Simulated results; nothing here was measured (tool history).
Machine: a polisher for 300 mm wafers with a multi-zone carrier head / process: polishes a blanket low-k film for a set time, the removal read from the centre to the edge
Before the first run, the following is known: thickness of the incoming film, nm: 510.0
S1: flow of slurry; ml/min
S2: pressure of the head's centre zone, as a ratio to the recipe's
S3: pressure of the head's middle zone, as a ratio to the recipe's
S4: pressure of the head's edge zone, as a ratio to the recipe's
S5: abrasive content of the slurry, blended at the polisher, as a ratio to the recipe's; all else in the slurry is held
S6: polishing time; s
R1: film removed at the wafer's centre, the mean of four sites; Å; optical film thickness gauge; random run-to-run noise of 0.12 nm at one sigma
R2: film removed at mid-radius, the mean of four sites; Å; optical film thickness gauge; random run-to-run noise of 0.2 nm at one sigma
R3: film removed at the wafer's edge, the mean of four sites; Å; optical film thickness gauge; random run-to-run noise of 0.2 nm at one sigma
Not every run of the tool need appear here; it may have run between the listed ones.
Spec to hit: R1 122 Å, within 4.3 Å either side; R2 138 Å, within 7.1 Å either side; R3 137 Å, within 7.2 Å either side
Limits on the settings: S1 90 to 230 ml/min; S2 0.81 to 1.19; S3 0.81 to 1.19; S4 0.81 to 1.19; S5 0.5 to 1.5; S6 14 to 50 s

| run | hour | S1 | S2 | S3 | S4 | S5 | S6 | R1 | R2 | R3 |
|---|---|---|---|---|---|---|---|---|---|---|
| 1 | 0 | 150 | 1 | 1 | 1 | 1 | 32 | 144.16 | 147.86 | 147.31 |
| 2 | 5.8 | 150 | 1 | 0.92 | 1 | 1 | 32 | 145.12 | 135.6 | 145.06 |
| 3 | 11.6 | 145 | 0.99 | 0.93 | 0.99 | 1 | 32 | 144.06 | 135.59 | 141.93 |
| 4 | 14.8 | 140 | 0.98 | 0.94 | 0.99 | 1 | 32 | 139.86 | 130.23 | 147.98 |
| 5 | 23.5 | 145 | 0.97 | 0.95 | 0.99 | 1 | 32 | 137.37 | 136.74 | 148.75 |
| 6 | 28.3 | 145 | 0.97 | 0.96 | 0.98 | 1 | 32 | 138.94 | 136.23 | 146.4 |
| 7 | 32.9 | 115 | 0.87 | 1.05 | 0.94 | 1 | 32 | 116.65 | 140.31 | 133.53 |
| 8 | 40.3 | 115 | 0.87 | 1.05 | 0.94 | 1 | 32 | 116.52 | 139.85 | 134.37 |

Which of these 4 next moves meets every target?
| A | 47.7 | 125 | 0.91 | 1.06 | 0.9 | 1.05 | 28 | ? | ? | ? |
| B | 47.7 | 100 | 0.89 | 0.99 | 0.86 | 1.25 | 32 | ? | ? | ? |
| C | 47.7 | 130 | 0.81 | 1.07 | 0.92 | 0.8 | 34 | ? | ? | ? |
| D | 47.7 | 115 | 0.83 | 1.01 | 0.97 | 1.15 | 31 | ? | ? | ? |

| move | R1 | R2 | R3 |
|---|---|---|---|
| A | 112.53 | 130.02 | 122.98 |
| B | 124.06 | 139.79 | 140.24 |
| C | 110.68 | 144.83 | 136.79 |
| D | 114.35 | 139.68 | 143.59 |
A: misses by more than the last run did
B: each result inside its tolerance
C: misses by more than the last run did
D: misses by more than the last run did
Move B is the one to make.
